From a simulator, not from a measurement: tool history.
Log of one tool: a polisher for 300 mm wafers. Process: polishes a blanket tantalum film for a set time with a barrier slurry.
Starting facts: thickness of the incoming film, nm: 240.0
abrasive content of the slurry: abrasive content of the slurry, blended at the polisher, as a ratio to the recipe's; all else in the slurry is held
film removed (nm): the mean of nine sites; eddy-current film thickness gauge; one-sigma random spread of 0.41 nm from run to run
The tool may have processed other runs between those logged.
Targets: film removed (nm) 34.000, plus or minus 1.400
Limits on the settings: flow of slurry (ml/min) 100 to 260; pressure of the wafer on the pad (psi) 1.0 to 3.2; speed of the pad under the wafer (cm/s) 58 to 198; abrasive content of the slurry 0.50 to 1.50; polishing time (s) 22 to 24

| run | day | flow of slurry (ml/min) | pressure of the wafer on the pad (psi) | speed of the pad under the wafer (cm/s) | abrasive content of the slurry | polishing time (s) | film removed (nm) |
|---|---|---|---|---|---|---|---|
| 1 | 0.000 | 165 | 2.1 | 128 | 1.00 | 24 | 43.430 |
| 2 | 0.254 | 165 | 2.1 | 152 | 1.00 | 24 | 51.195 |
| 3 | 0.546 | 135 | 2.1 | 152 | 1.00 | 24 | 50.377 |
| 4 | 0.742 | 135 | 1.9 | 152 | 1.00 | 24 | 44.875 |
| 5 | 0.879 | 135 | 1.9 | 166 | 1.00 | 24 | 49.221 |
| 6 | 0.938 | 135 | 1.9 | 148 | 1.00 | 24 | 43.997 |
| 7 | 1.071 | 135 | 1.8 | 148 | 1.00 | 24 | 41.737 |
|  | 1.279 | head pressure recalibrated |
| 8 | 1.279 | 135 | 1.7 | 148 | 1.00 | 24 | 42.595 |
| 9 | 1.358 | 130 | 1.5 | 146 | 1.00 | 24 | 36.605 |

Pick the move, out of 4, that brings all results within their allowed miss; only one does.
| A | 1.438 | 115 | 1.7 | 158 | 1.05 | 22 | ? |
| B | 1.438 | 135 | 1.9 | 134 | 0.95 | 23 | ? |
| C | 1.438 | 145 | 1.4 | 160 | 1.00 | 24 | ? |
| D | 1.438 | 155 | 1.2 | 176 | 0.95 | 22 | ? |

| move | film removed (nm) |
|---|---|
| A | 40.205 |
| B | 40.059 |
| C | 38.531 |
| D | 33.541 |
A: misses by more than the last run did
B: misses by more than the last run did
C: misses by more than the last run did
D: all results land within tolerance of their targets
Correct choice: D, which meets every target

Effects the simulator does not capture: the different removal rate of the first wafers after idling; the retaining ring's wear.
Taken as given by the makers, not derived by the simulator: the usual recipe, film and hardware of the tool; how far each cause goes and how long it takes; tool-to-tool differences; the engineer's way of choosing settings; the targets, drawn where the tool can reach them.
